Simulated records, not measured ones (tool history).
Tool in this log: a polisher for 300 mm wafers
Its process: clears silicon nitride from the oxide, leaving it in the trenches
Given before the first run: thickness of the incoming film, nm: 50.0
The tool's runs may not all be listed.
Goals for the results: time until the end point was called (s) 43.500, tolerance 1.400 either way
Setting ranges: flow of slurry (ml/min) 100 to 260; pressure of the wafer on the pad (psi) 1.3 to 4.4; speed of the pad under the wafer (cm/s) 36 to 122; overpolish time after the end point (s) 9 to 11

run	hour	flow of slurry (ml/min)	pressure of the wafer on the pad (psi)	speed of the pad under the wafer (cm/s)	overpolish time after the end point (s)	time until the end point was called (s)
1	0.0	165	2.8	78	11	62.470
2	5.7	165	2.8	78	9	60.951
3	12.2	165	2.8	58	9	76.355
4	14.9	165	2.8	42	9	92.495
5	15.6	170	3.2	46	9	77.710
6	20.0	175	3.5	50	9	70.092
7	21.3	175	3.7	56	9	61.907
8	24.4	175	3.9	60	9	57.335
9	25.4	180	4.0	64	9	54.441

Consider the 4 candidate settings below. Which is the only one whose results all fall within their allowed miss of target?
A	26.4	235	4.0	74	9	?
B	26.4	210	4.4	86	9	?
C	26.4	160	3.9	80	10	?
D	26.4	180	4.4	78	9	?

move	time until the end point was called (s)
A	47.815
B	40.392
C	48.384
D	43.983
A: moves toward the targets from the last run without getting all of them in spec
B: pushes the last run's worst result past its target
C: moves toward the targets from the last run without getting all of them in spec
D: all results in spec
Answer: D
